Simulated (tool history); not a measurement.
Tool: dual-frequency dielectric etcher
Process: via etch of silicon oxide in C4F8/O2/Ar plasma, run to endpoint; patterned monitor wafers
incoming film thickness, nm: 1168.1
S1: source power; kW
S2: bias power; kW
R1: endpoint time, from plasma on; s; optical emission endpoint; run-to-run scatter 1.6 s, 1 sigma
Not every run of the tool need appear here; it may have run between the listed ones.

| run | hour | S1 | S2 | R1 |
|---|---|---|---|---|
| 1 | 0.0 | 1.330 | 1.907 | 272.33 |
| 2 | 1.0 | 1.240 | 1.842 | 286.76 |
| 3 | 2.4 | 1.240 | 2.179 | 270.94 |
| 4 | 10.4 | 1.160 | 2.115 | 280.68 |
| 5 | 16.4 | 1.260 | 2.115 | 274.63 |
| 6 | 25.2 | 1.170 | 2.017 | 286.02 |
| 7 | 29.8 | 1.100 | 1.986 | 292.64 |

Expected results for the next run?
| 8 | 37.2 | 1.040 | 1.940 | ? |

R1: 298.36 s
